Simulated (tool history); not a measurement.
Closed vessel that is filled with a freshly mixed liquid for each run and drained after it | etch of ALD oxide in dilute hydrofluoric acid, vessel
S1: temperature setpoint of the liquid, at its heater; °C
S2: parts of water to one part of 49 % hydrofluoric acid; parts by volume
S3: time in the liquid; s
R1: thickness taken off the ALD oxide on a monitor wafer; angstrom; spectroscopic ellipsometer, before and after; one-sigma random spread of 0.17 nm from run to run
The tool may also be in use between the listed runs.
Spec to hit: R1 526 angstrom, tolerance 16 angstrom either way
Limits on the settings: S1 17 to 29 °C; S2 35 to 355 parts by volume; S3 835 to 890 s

| run | hour | S1 | S2 | S3 | R1 |
|---|---|---|---|---|---|
| 1 | 0 | 21 | 195 | 835 | 331.15 |
| 2 | 6.8 | 22 | 190 | 835 | 357.64 |
| 3 | 13.2 | 22 | 190 | 890 | 379.65 |
| 4 | 18.8 | 19.5 | 190 | 890 | 341.94 |
| 5 | 25.3 | 19.5 | 245 | 890 | 254.29 |
| 6 | 27.1 | 18 | 245 | 890 | 237.61 |
| 7 | 33.1 | 18 | 245 | 890 | 238.27 |
| 8 | 41.3 | 19.5 | 235 | 890 | 265.7 |
| 9 | 45.5 | 21 | 225 | 890 | 297.84 |
| 10 | 52.9 | 22 | 215 | 890 | 323.91 |
|  | 61.8 | thermometer replaced |
| 11 | 61.8 | 23 | 205 | 890 | 385.84 |
| 12 | 66.2 | 24 | 205 | 890 | 399.91 |
| 13 | 73.2 | 24.5 | 205 | 890 | 408.65 |

Which single option among these 4 for the next run brings every result within its allowed miss of target? Just one does.
| A | 80.2 | 24.5 | 175 | 890 | ? |
| B | 80.2 | 29 | 190 | 890 | ? |
| C | 80.2 | 24 | 175 | 890 | ? |
| D | 80.2 | 20 | 145 | 835 | ? |

| move | R1 |
|---|---|
| A | 495.72 |
| B | 528.26 |
| C | 486.51 |
| D | 487.28 |
A: an improvement on the last run, though not all results are within tolerance
B: meets every target
C: an improvement on the last run, though not all results are within tolerance
D: an improvement on the last run, though not all results are within tolerance
The right move is B.

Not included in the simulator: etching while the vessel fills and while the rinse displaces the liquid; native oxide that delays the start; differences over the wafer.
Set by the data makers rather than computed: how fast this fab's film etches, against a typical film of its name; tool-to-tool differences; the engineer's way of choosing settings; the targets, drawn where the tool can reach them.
